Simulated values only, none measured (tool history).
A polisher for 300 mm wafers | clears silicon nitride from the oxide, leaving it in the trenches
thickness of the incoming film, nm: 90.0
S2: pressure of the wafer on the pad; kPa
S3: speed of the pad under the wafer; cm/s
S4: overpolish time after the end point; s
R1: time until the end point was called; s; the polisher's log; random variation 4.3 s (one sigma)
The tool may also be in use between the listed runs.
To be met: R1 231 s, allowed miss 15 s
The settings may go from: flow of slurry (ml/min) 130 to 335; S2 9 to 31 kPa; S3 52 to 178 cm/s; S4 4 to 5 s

Run 1, hour 0: flow of slurry (ml/min) 215, S2 20 kPa, S3 114 cm/s, S4 5 s. Result: R1 109.77 s.
Run 2, hour 1.8: flow of slurry (ml/min) 215, S2 20 kPa, S3 92 cm/s, S4 5 s. Result: R1 135.27 s.
Run 3, hour 6.2: flow of slurry (ml/min) 255, S2 20 kPa, S3 92 cm/s, S4 5 s. Result: R1 132.17 s.
Run 4, hour 12.5: flow of slurry (ml/min) 225, S2 20 kPa, S3 92 cm/s, S4 5 s. Result: R1 131.24 s.
Run 5, hour 16.2: flow of slurry (ml/min) 225, S2 22.8 kPa, S3 92 cm/s, S4 5 s. Result: R1 115.43 s.
Run 6, hour 22.1: flow of slurry (ml/min) 225, S2 22.8 kPa, S3 110 cm/s, S4 5 s. Result: R1 98.054 s.
Run 7, hour 29.1: flow of slurry (ml/min) 225, S2 20 kPa, S3 106 cm/s, S4 5 s. Result: R1 113.5 s.
Run 8, hour 34.4: flow of slurry (ml/min) 225, S2 17.9 kPa, S3 100 cm/s, S4 5 s. Result: R1 137.85 s.
Run 9, hour 38.4: flow of slurry (ml/min) 225, S2 15.9 kPa, S3 98 cm/s, S4 5 s. Result: R1 155.39 s.
Run 10, hour 40.3: flow of slurry (ml/min) 225, S2 14.5 kPa, S3 96 cm/s, S4 5 s. Result: R1 174.99 s.
Run 11, hour 45.5: flow of slurry (ml/min) 225, S2 13.8 kPa, S3 96 cm/s, S4 5 s. Result: R1 182.8 s.
Run 12, hour 49.8: flow of slurry (ml/min) 225, S2 13.8 kPa, S3 96 cm/s, S4 5 s. Result: R1 185.89 s.
Run 13, hour 54.6: flow of slurry (ml/min) 225, S2 13.1 kPa, S3 96 cm/s, S4 5 s. Result: R1 194.11 s.
Run 14, hour 56.4: flow of slurry (ml/min) 225, S2 12.4 kPa, S3 96 cm/s, S4 5 s. Result: R1 203.84 s.
Run 15, hour 64.2: flow of slurry (ml/min) 225, S2 11.7 kPa, S3 96 cm/s, S4 5 s. Result: R1 215.51 s.

4 next moves are on the table. One of them brings every result within its allowed miss. Which?
Run A, hour 72: flow of slurry (ml/min) 210, S2 11.7 kPa, S3 88 cm/s, S4 4 s. Result: R1 ?.
Run B, hour 72: flow of slurry (ml/min) 220, S2 13.8 kPa, S3 88 cm/s, S4 5 s. Result: R1 ?.
Run C, hour 72: flow of slurry (ml/min) 240, S2 9 kPa, S3 96 cm/s, S4 5 s. Result: R1 ?.
Run D, hour 72: flow of slurry (ml/min) 230, S2 10.3 kPa, S3 84 cm/s, S4 5 s. Result: R1 ?.

move      R1
   A  229.42
   B  195.26
   C   267.1
   D  266.89
A: meets every target
B: further off than the last run
C: takes the result that was furthest off past its target
D: takes the result that was furthest off past its target
Move A is the one to make.
